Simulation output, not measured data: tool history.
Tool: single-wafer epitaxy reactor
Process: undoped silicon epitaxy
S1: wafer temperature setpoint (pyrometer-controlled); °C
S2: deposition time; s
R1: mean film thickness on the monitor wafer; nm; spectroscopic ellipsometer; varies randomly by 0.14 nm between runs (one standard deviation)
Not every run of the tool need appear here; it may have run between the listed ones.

run  hour   S1   S2      R1
  1   0.0  640  235  31.133
  2   4.9  645  236  34.792
  3   7.8  649  236  37.900
  4  14.9  654  236  41.996
  5  19.0  655  236  42.582
  6  24.6  644  236  34.253
  7  32.7  648  237  37.163

Forecast run 8:
  8  38.7  651  237   ?

{"run 8": {"R1": 39.514}}
